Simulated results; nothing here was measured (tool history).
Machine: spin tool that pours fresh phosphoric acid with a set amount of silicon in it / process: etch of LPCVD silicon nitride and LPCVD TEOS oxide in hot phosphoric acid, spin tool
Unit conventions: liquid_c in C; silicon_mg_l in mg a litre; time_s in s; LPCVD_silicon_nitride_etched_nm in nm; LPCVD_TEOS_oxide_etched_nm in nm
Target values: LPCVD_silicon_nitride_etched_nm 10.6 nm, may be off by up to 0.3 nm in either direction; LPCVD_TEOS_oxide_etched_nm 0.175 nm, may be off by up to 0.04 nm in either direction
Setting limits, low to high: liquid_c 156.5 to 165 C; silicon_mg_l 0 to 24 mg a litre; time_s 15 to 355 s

run,day,liquid_c,silicon_mg_l,time_s,LPCVD_silicon_nitride_etched_nm,LPCVD_TEOS_oxide_etched_nm
1,0,160,10.5,180,14.748,0.32957
2,0.204,159.5,12,170,13.765,0.29877
3,0.383,160.5,12,170,14.31,0.31494
4,0.483,160,13.5,165,13.568,0.29776
5,0.683,159.5,15.5,160,13.011,0.24565
6,0.858,159,15.5,155,12.397,0.23281
# day 1.146: dissolved silicon flow meter replaced
7,1.146,158.5,15.5,150,11.767,0.23466
8,1.333,158,16.5,150,11.572,0.20054
9,1.45,157.5,16.5,145,10.978,0.20544

Next run, 4 choices. One meets every target within its allowed miss, the rest don't. Which?
A,1.567,157.5,17,130,?,?
B,1.567,157.5,19.5,140,?,?
C,1.567,158.5,5,135,?,?
D,1.567,157,4.5,150,?,?

move,LPCVD_silicon_nitride_etched_nm,LPCVD_TEOS_oxide_etched_nm
A,9.8849,0.17755
B,10.645,0.17863
C,10.619,0.26145
D,11.213,0.26223
A: pushes the last run's worst result past its target
B: each result inside its tolerance
C: brings the last run's worst result on target, with another outside its allowed miss
D: its largest miss is bigger than the last run's
Answer: B

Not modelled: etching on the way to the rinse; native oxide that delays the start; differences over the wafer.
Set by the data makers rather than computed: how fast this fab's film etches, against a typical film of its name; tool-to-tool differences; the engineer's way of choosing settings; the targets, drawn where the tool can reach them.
